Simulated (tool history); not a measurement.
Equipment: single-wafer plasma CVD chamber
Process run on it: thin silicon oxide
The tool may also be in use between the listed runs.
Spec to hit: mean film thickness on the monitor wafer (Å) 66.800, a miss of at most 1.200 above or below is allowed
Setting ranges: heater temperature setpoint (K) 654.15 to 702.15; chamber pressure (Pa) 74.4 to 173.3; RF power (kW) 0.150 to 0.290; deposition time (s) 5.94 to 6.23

run	hour	heater temperature setpoint (K)	chamber pressure (Pa)	RF power (kW)	deposition time (s)	mean film thickness on the monitor wafer (Å)
1	0.0	678.15	123.9	0.220	6.23	111.390
2	2.7	678.15	123.9	0.220	5.94	105.740
3	10.5	679.15	106.8	0.200	5.94	84.701
4	18.8	679.15	125.1	0.200	5.94	99.440
5	20.6	679.15	125.1	0.175	5.94	88.940
6	24.0	679.15	112.9	0.175	5.94	80.416
7	26.9	679.15	88.1	0.175	5.94	59.344
8	34.4	679.15	91.7	0.175	5.94	62.997
9	43.3	679.15	93.6	0.175	5.94	64.482
10	46.6	679.15	99.6	0.175	5.94	69.793
11	53.1	679.15	98.1	0.175	5.94	68.196
12	54.4	679.15	94.7	0.175	5.94	65.584

Below are 4 possible settings for the next run. Only one of them brings all results inside the allowed miss of their targets. Which is it?
A	55.7	679.15	86.8	0.185	6.20	?
B	55.7	679.15	93.2	0.170	6.04	?
C	55.7	675.15	94.0	0.180	5.96	?
D	55.7	679.15	94.3	0.165	6.10	?

move	mean film thickness on the monitor wafer (Å)
A	64.224
B	63.512
C	67.007
D	63.250
A: misses by more than the last run did
B: misses by more than the last run did
C: every result within its allowed miss
D: misses by more than the last run did
C is the move that brings every result within its allowed miss.
